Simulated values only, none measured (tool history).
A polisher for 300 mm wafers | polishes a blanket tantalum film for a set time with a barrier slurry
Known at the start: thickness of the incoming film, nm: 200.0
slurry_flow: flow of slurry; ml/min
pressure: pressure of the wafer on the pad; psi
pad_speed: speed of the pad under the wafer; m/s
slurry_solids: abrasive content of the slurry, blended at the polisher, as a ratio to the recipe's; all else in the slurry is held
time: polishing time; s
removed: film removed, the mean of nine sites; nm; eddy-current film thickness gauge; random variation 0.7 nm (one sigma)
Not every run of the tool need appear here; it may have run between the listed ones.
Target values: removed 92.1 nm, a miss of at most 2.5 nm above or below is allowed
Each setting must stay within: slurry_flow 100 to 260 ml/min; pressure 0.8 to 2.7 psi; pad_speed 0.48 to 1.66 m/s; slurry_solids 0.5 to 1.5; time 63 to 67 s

run  hour  slurry_flow  pressure  pad_speed  slurry_solids  time  removed
  1     0          165       1.7       1.06              1    63   103.09
  2   0.7          155       1.7       1.06              1    63   102.15
  3   8.9          155       1.7       1.06              1    63   101.84
  4   9.7          155       1.7       1.06            0.9    63   100.33
  5  15.1          155       1.7       1.18            0.9    63   106.83
  6  20.4          150       1.6       1.18            0.9    63   100.65
  7  25.7          145       1.6       1.18            0.9    63   100.83
  8  28.5          140       1.6       1.18            0.9    63   99.723

5 candidate next runs follow, results not yet known. Just one meets every target within its allowed miss. Identify it.
  A  31.3          105       1.8       1.36           0.55    66        ?
  B  31.3          150       1.2       1.44            0.9    63        ?
  C  31.3          115       1.5       1.12           1.15    67        ?
  D  31.3          190       1.3        1.2            1.1    65        ?
  E  31.3          100       1.7        1.3           0.75    64        ?

move  removed
   A   100.37
   B   93.575
   C   99.331
   D   98.613
   E   99.566
A: moves away from the targets compared with the last run
B: in spec on every target
C: closer than the last run, but not yet in spec
D: closer than the last run, but not yet in spec
E: no nearer and no further than the last run
The right move is B.
